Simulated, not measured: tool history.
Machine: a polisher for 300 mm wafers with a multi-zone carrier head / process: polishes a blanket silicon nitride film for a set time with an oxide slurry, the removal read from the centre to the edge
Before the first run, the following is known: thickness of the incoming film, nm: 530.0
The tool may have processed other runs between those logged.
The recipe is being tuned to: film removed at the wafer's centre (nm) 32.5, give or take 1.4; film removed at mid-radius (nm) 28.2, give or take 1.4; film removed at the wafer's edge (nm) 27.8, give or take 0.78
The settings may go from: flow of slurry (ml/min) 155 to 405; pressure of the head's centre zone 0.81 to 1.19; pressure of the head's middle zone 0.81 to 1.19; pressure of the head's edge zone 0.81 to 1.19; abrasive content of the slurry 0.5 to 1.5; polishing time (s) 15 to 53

run,hour,flow of slurry (ml/min),pressure of the head's centre zone,pressure of the head's middle zone,pressure of the head's edge zone,abrasive content of the slurry,polishing time (s),film removed at the wafer's centre (nm),film removed at mid-radius (nm),film removed at the wafer's edge (nm)
1,0,260,1,1,1,1,34,23.19,24.363,23.766
2,8.2,270,1.04,1,1.01,1.05,34,24.64,24.832,24.906
3,15.1,270,1.04,1,1.09,1.05,34,24.779,24.789,25.415
4,16.4,270,1.01,1,1.09,1.05,34,24.42,24.494,25.271
5,19.5,270,1.01,1.08,1.09,1.05,34,24.76,25.853,25.175
6,26.9,270,0.94,1.08,1.09,1.05,34,23.095,26.522,25.559
7,33.2,280,0.99,1.09,1.1,1.1,34,24.426,26.444,25.793
8,34.8,275,1.03,1.09,1.09,1.15,34,25.345,27.773,26.241
9,43.4,295,1.06,1.08,1.08,1.1,35,26.76,28.143,26.625
10,47.1,290,1.09,1.06,1.07,1.1,36,28.05,27.195,26.843
11,48.9,295,1.11,1.06,1.06,1.1,36,29.044,28.7,27.586

Of the 5 settings listed for the next run, only one would bring every result within its allowed miss of target. Which one?
A,50.7,270,0.91,1.11,1.01,1.2,37,?,?,?
B,50.7,335,0.94,1.08,1.12,1.25,35,?,?,?
C,50.7,250,1.19,1.03,1.03,1,39,?,?,?
D,50.7,310,0.97,1.02,1.03,1.35,35,?,?,?
E,50.7,275,1.11,1.1,1,1.05,38,?,?,?

move,film removed at the wafer's centre (nm),film removed at mid-radius (nm),film removed at the wafer's edge (nm)
A,25.391,30.539,27.718
B,25.623,29.081,28.354
C,32.693,28.147,27.606
D,26.938,28.242,27.783
E,30.49,29.752,27.106
A: moves away from the targets compared with the last run
B: moves away from the targets compared with the last run
C: all results land within tolerance of their targets
D: moves away from the targets compared with the last run
E: better than the last run, though not everything is in spec
Move C is the one to make.
